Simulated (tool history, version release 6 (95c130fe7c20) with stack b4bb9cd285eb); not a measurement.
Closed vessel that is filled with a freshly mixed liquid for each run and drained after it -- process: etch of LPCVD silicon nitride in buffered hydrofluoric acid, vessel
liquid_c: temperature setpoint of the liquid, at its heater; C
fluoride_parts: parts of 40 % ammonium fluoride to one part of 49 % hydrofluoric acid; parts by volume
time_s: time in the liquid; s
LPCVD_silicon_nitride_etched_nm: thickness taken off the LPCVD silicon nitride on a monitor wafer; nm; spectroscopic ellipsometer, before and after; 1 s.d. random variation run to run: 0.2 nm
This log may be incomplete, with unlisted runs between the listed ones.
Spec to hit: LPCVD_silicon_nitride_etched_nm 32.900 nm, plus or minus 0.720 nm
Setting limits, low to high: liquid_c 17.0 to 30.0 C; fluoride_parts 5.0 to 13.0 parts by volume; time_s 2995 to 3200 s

run	hour	liquid_c	fluoride_parts	time_s	LPCVD_silicon_nitride_etched_nm
1	0.0	22.0	8.0	2995	54.766
2	6.4	22.0	6.5	2995	67.476
3	10.3	21.0	7.0	2995	60.001
4	12.7	20.0	7.5	2995	52.742
5	16.0	17.0	7.5	2995	44.451
6	18.4	17.0	8.0	2995	41.229
7	25.5	17.0	8.5	2995	38.556
8	27.4	17.0	9.0	2995	36.067
9	34.0	17.0	10.0	2995	33.955

Which of these 4 next moves meets every target?
A	40.6	17.5	11.5	3195	?
B	40.6	17.0	9.5	3030	?
C	40.6	17.0	10.0	3045	?
D	40.6	17.0	10.0	3200	?

move	LPCVD_silicon_nitride_etched_nm
A	32.735
B	35.717
C	34.750
D	36.519
A: all results land within tolerance of their targets
B: misses by more than the last run did
C: misses by more than the last run did
D: misses by more than the last run did
The right move is A.
